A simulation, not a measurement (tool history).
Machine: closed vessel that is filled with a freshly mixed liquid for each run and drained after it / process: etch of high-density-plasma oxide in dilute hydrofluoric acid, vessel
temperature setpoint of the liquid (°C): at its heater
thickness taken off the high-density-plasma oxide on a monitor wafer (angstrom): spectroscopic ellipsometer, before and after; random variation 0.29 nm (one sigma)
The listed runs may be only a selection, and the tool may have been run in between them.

run,hour,temperature setpoint of the liquid (°C),parts of water to one part of 49 % hydrofluoric acid (parts by volume),time in the liquid (s),thickness taken off the high-density-plasma oxide on a monitor wafer (angstrom)
1,0.0,25.0,215,370,83.657
2,6.8,25.0,215,165,37.507
3,14.0,25.0,170,165,50.358
4,17.7,23.5,170,165,47.473
5,22.4,24.5,170,165,48.939
6,26.7,24.5,140,165,62.122
7,32.1,26.5,115,215,108.550
8,41.9,30.5,60,220,267.810
9,50.1,31.0,60,220,275.150

Run 10 comes next. What will it give?
# hour 52.6: thermometer replaced
10,52.6,31.5,60,220,?

{"run 10": {"thickness taken off the high-density-plasma oxide on a monitor wafer (angstrom)": 255.39}}
